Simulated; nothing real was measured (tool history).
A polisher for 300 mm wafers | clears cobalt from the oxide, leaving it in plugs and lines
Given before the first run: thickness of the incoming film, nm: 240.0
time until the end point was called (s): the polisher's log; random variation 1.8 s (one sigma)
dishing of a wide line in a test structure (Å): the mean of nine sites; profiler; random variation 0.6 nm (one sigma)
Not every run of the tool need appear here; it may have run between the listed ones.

run	hour	flow of slurry (ml/min)	pressure of the wafer on the pad (kPa)	speed of the pad under the wafer (m/s)	overpolish time after the end point (s)	time until the end point was called (s)	dishing of a wide line in a test structure (Å)
1	0	205	14.5	0.84	19	43.664	337.49
2	6.2	205	12.4	0.78	21	57.947	329.75
3	12.9	205	12.4	0.78	29	55.418	335.81
4	16.9	205	12.4	0.94	29	48.009	351.13
5	22	205	12.4	1.02	29	43.863	349.05
6	28.6	205	11	0.94	30	52.147	330.59
7	30.7	195	11	0.8	32	62.074	346.8
8	38.9	195	9.7	0.76	32	72.213	337.18
9	42.3	195	9	0.74	31	79.711	316.06
10	50.2	190	8.3	0.72	33	88.785	317.29
11	51.7	185	8.3	0.72	34	93.344	335.21
12	59.3	185	8.3	0.72	34	90.154	325.18
13	66.9	180	8.3	0.72	34	90.364	338.33

Estimate the outcome of run 14 from the log above:
14	73.6	190	6.9	0.7	30	?	?

time until the end point was called (s): 111.11
dishing of a wide line in a test structure (Å): 305.66
